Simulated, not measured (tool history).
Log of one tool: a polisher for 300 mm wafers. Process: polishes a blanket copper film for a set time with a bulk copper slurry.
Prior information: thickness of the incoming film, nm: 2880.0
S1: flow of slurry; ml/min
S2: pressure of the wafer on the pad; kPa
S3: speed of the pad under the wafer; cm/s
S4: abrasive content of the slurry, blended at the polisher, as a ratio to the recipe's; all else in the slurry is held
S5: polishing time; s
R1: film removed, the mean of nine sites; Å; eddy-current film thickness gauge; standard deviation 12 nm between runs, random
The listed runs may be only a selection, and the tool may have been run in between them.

{"run": 1, "hour": 0.0, "S1": 295, "S2": 17.2, "S3": 120, "S4": 1.0, "S5": 59, "R1": 5990.7}
{"run": 2, "hour": 6.8, "S1": 295, "S2": 20.0, "S3": 120, "S4": 1.0, "S5": 59, "R1": 6829.9}
{"run": 3, "hour": 9.3, "S1": 295, "S2": 21.4, "S3": 122, "S4": 1.0, "S5": 59, "R1": 7268.8}
{"run": 4, "hour": 11.8, "S1": 295, "S2": 21.4, "S3": 122, "S4": 1.0, "S5": 54, "R1": 6737.6}
{"run": 5, "hour": 15.7, "S1": 295, "S2": 22.1, "S3": 126, "S4": 1.0, "S5": 54, "R1": 7229.3}
{"run": 6, "hour": 19.6, "S1": 295, "S2": 22.8, "S3": 130, "S4": 1.0, "S5": 54, "R1": 7566.6}

Run 7 comes next. What will it give?
{"run": 7, "hour": 22.8, "S1": 295, "S2": 23.4, "S3": 134, "S4": 1.0, "S5": 54, "R1": "?"}

{"run 7": {"R1": 8165.6}}
